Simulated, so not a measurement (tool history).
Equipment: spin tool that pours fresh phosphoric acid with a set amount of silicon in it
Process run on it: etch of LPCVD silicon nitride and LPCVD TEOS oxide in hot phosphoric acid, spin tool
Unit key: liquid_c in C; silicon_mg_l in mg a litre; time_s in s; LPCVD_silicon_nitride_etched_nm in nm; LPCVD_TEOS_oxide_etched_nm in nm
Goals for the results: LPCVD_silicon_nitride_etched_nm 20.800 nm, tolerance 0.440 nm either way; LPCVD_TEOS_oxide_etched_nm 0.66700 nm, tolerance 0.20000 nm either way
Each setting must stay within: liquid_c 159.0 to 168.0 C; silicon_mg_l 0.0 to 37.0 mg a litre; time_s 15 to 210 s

| run | hour | liquid_c | silicon_mg_l | time_s | LPCVD_silicon_nitride_etched_nm | LPCVD_TEOS_oxide_etched_nm |
|---|---|---|---|---|---|---|
| 1 | 0.0 | 164.0 | 16.0 | 105 | 10.736 | 0.39011 |
| 2 | 6.5 | 164.0 | 16.0 | 120 | 12.166 | 0.37850 |
| 3 | 15.3 | 164.5 | 15.0 | 130 | 13.554 | 0.48616 |
| 4 | 15.8 | 164.5 | 15.0 | 175 | 18.083 | 0.63952 |
| 5 | 17.7 | 165.0 | 16.5 | 175 | 18.605 | 0.57214 |
| 6 | 20.9 | 167.0 | 16.5 | 175 | 19.582 | 0.85365 |
| 7 | 23.1 | 167.0 | 18.0 | 175 | 19.880 | 0.76807 |
| 8 | 27.7 | 167.0 | 19.0 | 175 | 19.730 | 0.80817 |
| 9 | 36.3 | 167.0 | 20.5 | 175 | 19.730 | 0.70946 |
| 10 | 40.5 | 167.0 | 21.0 | 175 | 19.677 | 0.67705 |
| 11 | 47.0 | 167.0 | 21.5 | 175 | 19.759 | 0.61950 |
| 12 | 47.8 | 167.5 | 22.0 | 175 | 20.010 | 0.57045 |
| 13 | 51.9 | 167.5 | 21.5 | 175 | 20.005 | 0.63171 |

Next run, 5 choices. One meets every target within its allowed miss, the rest don't. Which?
| A | 56.0 | 167.0 | 21.5 | 170 | ? | ? |
| B | 56.0 | 167.0 | 23.5 | 185 | ? | ? |
| C | 56.0 | 168.0 | 23.0 | 170 | ? | ? |
| D | 56.0 | 167.5 | 27.5 | 165 | ? | ? |
| E | 56.0 | 168.0 | 26.0 | 160 | ? | ? |

| move | LPCVD_silicon_nitride_etched_nm | LPCVD_TEOS_oxide_etched_nm |
|---|---|---|
| A | 19.198 | 0.65731 |
| B | 20.892 | 0.67260 |
| C | 19.831 | 0.67448 |
| D | 18.938 | 0.54282 |
| E | 18.665 | 0.57529 |
A: moves away from the targets compared with the last run
B: all results in spec
C: moves away from the targets compared with the last run
D: moves away from the targets compared with the last run
E: moves away from the targets compared with the last run
Correct choice: B, which meets every target
